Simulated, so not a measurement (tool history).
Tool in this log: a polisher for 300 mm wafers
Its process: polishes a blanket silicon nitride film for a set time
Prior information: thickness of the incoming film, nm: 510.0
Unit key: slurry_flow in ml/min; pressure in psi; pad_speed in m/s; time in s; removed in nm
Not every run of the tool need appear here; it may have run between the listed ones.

{"run": 1, "hour": 0.0, "slurry_flow": 235, "pressure": 3.7, "pad_speed": 1, "time": 96, "removed": 154}
{"run": 2, "hour": 8.8, "slurry_flow": 235, "pressure": 3.1, "pad_speed": 0.98, "time": 96, "removed": 125.89}
{"run": 3, "hour": 13.0, "slurry_flow": 235, "pressure": 3.1, "pad_speed": 0.98, "time": 96, "removed": 129.54}
{"run": 4, "hour": 21.3, "slurry_flow": 235, "pressure": 3.5, "pad_speed": 0.98, "time": 96, "removed": 146.53}
{"run": 5, "hour": 27.0, "slurry_flow": 235, "pressure": 2.9, "pad_speed": 0.98, "time": 96, "removed": 119.5}
{"run": 6, "hour": 27.6, "slurry_flow": 235, "pressure": 2.5, "pad_speed": 0.98, "time": 96, "removed": 104.38}
{"run": 7, "hour": 35.7, "slurry_flow": 235, "pressure": 2.3, "pad_speed": 0.98, "time": 96, "removed": 96.885}
{"run": 8, "hour": 42.1, "slurry_flow": 235, "pressure": 2.2, "pad_speed": 0.98, "time": 96, "removed": 93.597}

Estimate the outcome of run 9 from the log above:
{"run": 9, "hour": 47.9, "slurry_flow": 235, "pressure": 2.1, "pad_speed": 0.98, "time": 96, "removed": "?"}

Run 9 came out at removed 88.905 nm.

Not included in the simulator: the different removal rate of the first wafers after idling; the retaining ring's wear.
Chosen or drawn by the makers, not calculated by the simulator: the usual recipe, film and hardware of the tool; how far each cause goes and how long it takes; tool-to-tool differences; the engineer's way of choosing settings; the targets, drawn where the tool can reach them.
